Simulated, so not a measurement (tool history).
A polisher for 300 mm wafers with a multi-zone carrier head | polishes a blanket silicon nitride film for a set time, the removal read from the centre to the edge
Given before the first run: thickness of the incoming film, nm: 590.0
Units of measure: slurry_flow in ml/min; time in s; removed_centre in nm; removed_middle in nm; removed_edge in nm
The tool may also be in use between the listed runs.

Run 1, day 0.000: slurry_flow 300 ml/min, centre_zone 1.00, middle_zone 1.00, edge_zone 1.00, time 72 s. Result: removed_centre 156.33 nm, removed_middle 152.73 nm, removed_edge 153.57 nm.
Run 2, day 0.329: slurry_flow 300 ml/min, centre_zone 1.00, middle_zone 1.07, edge_zone 1.00, time 72 s. Result: removed_centre 154.64 nm, removed_middle 160.52 nm, removed_edge 152.44 nm.
Run 3, day 0.375: slurry_flow 290 ml/min, centre_zone 0.99, middle_zone 1.03, edge_zone 0.99, time 71 s. Result: removed_centre 149.26 nm, removed_middle 154.51 nm, removed_edge 148.25 nm.
Run 4, day 0.721: slurry_flow 290 ml/min, centre_zone 0.99, middle_zone 1.03, edge_zone 1.07, time 71 s. Result: removed_centre 152.17 nm, removed_middle 155.71 nm, removed_edge 156.20 nm.
Run 5, day 1.046: slurry_flow 290 ml/min, centre_zone 1.04, middle_zone 1.03, edge_zone 1.07, time 71 s. Result: removed_centre 160.44 nm, removed_middle 155.58 nm, removed_edge 154.51 nm.
Run 6, day 1.233: slurry_flow 290 ml/min, centre_zone 1.04, middle_zone 1.07, edge_zone 1.07, time 71 s. Result: removed_centre 158.39 nm, removed_middle 157.49 nm, removed_edge 156.09 nm.
Run 7, day 1.325: slurry_flow 280 ml/min, centre_zone 1.03, middle_zone 1.03, edge_zone 1.07, time 70 s. Result: removed_centre 155.04 nm, removed_middle 152.47 nm, removed_edge 155.66 nm.
Run 8, day 1.662: slurry_flow 275 ml/min, centre_zone 1.02, middle_zone 1.00, edge_zone 1.05, time 69 s. Result: removed_centre 151.23 nm, removed_middle 144.98 nm, removed_edge 146.82 nm.
Run 9, day 1.800: slurry_flow 260 ml/min, centre_zone 1.01, middle_zone 0.99, edge_zone 1.06, time 69 s. Result: removed_centre 147.06 nm, removed_middle 143.24 nm, removed_edge 147.38 nm.

The next listed run, before its measurement:
Run 10, day 2.154: slurry_flow 250 ml/min, centre_zone 1.01, middle_zone 0.98, edge_zone 1.07, time 69 s. Result: removed_centre ?, removed_middle ?, removed_edge ?.

For run 10 the tool returned removed_centre 147.94 nm, removed_middle 142.18 nm, removed_edge 147.04 nm.

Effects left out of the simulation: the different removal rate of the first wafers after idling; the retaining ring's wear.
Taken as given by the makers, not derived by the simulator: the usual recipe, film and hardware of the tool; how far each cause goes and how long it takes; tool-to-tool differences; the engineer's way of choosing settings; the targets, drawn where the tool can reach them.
